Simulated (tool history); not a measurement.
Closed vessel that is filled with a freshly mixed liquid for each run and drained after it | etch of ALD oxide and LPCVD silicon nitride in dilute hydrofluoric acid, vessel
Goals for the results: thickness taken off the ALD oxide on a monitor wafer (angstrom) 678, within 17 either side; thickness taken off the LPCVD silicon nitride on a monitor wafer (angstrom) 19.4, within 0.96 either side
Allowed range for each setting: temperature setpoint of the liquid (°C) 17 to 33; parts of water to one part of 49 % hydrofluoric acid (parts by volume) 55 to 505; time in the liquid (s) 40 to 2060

run,hour,temperature setpoint of the liquid (°C),parts of water to one part of 49 % hydrofluoric acid (parts by volume),time in the liquid (s),thickness taken off the ALD oxide on a monitor wafer (angstrom),thickness taken off the LPCVD silicon nitride on a monitor wafer (angstrom)
1,0,25,280,1050,544.48,17.623
2,5.1,25,210,1050,782.88,23.33
3,10.7,25,290,1050,516.22,16.785
4,16.7,25,290,625,307.02,10.169
5,18.8,23.5,290,625,290.5,9.5093
6,26.6,26,290,625,320.99,11.001
7,33.3,26,235,600,393.99,12.894
8,39.8,26,125,490,702.46,19.659

Below are 4 possible settings for the next run. Only one of them brings all results inside the allowed miss of their targets. Which is it?
A,46.3,24,125,550,?,?
B,46.3,25,165,740,?,?
C,46.3,25.5,140,560,?,?
D,46.3,27,170,700,?,?

move,thickness taken off the ALD oxide on a monitor wafer (angstrom),thickness taken off the LPCVD silicon nitride on a monitor wafer (angstrom)
A,728.87,19.535
B,736.7,21.288
C,689.48,19.583
D,724.07,22.167
A: its largest miss is bigger than the last run's
B: its largest miss is bigger than the last run's
C: all results in spec
D: its largest miss is bigger than the last run's
C is the move that brings every result within its allowed miss.
